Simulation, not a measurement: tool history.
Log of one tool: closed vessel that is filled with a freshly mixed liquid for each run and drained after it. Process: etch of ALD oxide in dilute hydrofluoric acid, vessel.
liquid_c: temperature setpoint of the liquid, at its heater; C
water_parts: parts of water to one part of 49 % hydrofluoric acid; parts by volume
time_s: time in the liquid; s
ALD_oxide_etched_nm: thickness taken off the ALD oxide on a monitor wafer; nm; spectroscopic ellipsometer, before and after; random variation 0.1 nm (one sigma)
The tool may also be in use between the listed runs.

| run | day | liquid_c | water_parts | time_s | ALD_oxide_etched_nm |
|---|---|---|---|---|---|
| 1 | 0 | 25 | 130 | 110 | 8.8355 |
| 2 | 0.225 | 25 | 170 | 110 | 6.4585 |
| 3 | 0.271 | 26.5 | 160 | 110 | 7.2925 |
| 4 | 0.596 | 26.5 | 160 | 80 | 5.3256 |
| 5 | 0.946 | 26.5 | 160 | 80 | 5.3176 |
| 6 | 1.058 | 26.5 | 160 | 110 | 7.3641 |
| 7 | 1.092 | 30.5 | 115 | 110 | 12.392 |

Forecast run 8:
| 8 | 1.183 | 31 | 115 | 110 | ? |

{"run 8": {"ALD_oxide_etched_nm": 12.559}}
